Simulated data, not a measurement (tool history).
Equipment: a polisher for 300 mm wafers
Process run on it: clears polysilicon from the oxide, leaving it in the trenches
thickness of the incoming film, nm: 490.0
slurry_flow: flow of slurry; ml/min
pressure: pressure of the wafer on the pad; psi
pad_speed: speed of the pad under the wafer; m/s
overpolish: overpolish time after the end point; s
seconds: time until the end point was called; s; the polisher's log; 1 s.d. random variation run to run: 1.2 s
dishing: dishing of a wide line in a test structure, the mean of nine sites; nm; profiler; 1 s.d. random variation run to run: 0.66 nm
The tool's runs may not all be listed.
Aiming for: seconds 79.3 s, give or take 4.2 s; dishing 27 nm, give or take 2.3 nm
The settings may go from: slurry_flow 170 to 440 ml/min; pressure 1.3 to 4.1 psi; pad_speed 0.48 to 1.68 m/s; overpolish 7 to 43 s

run  hour  slurry_flow  pressure  pad_speed  overpolish  seconds  dishing
  1     0          280       2.7       1.08          22   28.712   47.264
  2   4.5          280       2.5          1          20   33.603   48.161
  3  11.9          230       2.5          1          20   34.151   49.569
  4  17.7          230       2.5       1.12          20   30.333   49.433
  5  18.4          260       2.3       1.02          23   34.881   49.298
  6  19.3          285       2.2       0.94          21   40.487   47.683
  7    28          285       2.2       0.94          21   40.683   48.686
  8  31.1          310       2.2       0.88          19   42.476   48.619
  9  32.7          310       2.2       0.88          19   42.585   47.826
 10  40.3          330       2.1       0.82          18     46.9   47.704
 11  43.3          410       1.4       0.52           8   106.58   24.494

Below are 4 possible settings for the next run. Only one of them brings all results inside the allowed miss of their targets. Which is it?
  A  46.3          235       1.4        0.5          12        ?        ?
  B  46.3          440       1.4       0.58           7        ?        ?
  C  46.3          385       1.3       0.78           7        ?        ?
  D  46.3          440       1.9       0.68           7        ?        ?

move  seconds  dishing
   A   115.41    29.59
   B   95.486   23.594
   C   77.872   27.047
   D   61.405   31.207
A: misses by more than the last run did
B: gains on the last run, yet a result remains outside its allowed miss
C: every result within its allowed miss
D: pushes the last run's worst result past its target
The right move is C.
